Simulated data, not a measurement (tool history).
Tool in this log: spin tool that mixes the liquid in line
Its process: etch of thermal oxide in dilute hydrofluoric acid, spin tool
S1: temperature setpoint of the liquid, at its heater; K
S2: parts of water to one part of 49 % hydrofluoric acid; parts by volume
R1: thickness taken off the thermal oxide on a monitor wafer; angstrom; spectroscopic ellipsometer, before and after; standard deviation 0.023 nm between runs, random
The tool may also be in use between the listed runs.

Run 1, hour 0.0: S1 298.15 K, S2 300 parts by volume, time under the liquid (s) 320. Result: R1 39.229 angstrom.
Run 2, hour 0.7: S1 298.15 K, S2 300 parts by volume, time under the liquid (s) 340. Result: R1 41.441 angstrom.
Run 3, hour 2.6: S1 298.15 K, S2 300 parts by volume, time under the liquid (s) 340. Result: R1 42.089 angstrom.
Run 4, hour 4.8: S1 295.15 K, S2 300 parts by volume, time under the liquid (s) 340. Result: R1 37.740 angstrom.
Run 5, hour 10.0: S1 295.15 K, S2 300 parts by volume, time under the liquid (s) 340. Result: R1 38.045 angstrom.
Run 6, hour 18.4: S1 295.15 K, S2 210 parts by volume, time under the liquid (s) 340. Result: R1 58.935 angstrom.
Run 7, hour 19.4: S1 294.65 K, S2 240 parts by volume, time under the liquid (s) 340. Result: R1 47.953 angstrom.
Run 8, hour 21.4: S1 294.15 K, S2 265 parts by volume, time under the liquid (s) 340. Result: R1 41.993 angstrom.
Run 9, hour 27.7: S1 293.65 K, S2 285 parts by volume, time under the liquid (s) 340. Result: R1 37.183 angstrom.
Run 10, hour 29.5: S1 293.15 K, S2 305 parts by volume, time under the liquid (s) 340. Result: R1 33.153 angstrom.
Run 11, hour 34.8: S1 292.65 K, S2 320 parts by volume, time under the liquid (s) 340. Result: R1 30.554 angstrom.

Run 12, settings as shown, results not yet in. Your forecast:
Run 12, hour 42.3: S1 292.15 K, S2 335 parts by volume, time under the liquid (s) 340. Result: R1 ?.

Run 12 measured R1 29.309 angstrom.

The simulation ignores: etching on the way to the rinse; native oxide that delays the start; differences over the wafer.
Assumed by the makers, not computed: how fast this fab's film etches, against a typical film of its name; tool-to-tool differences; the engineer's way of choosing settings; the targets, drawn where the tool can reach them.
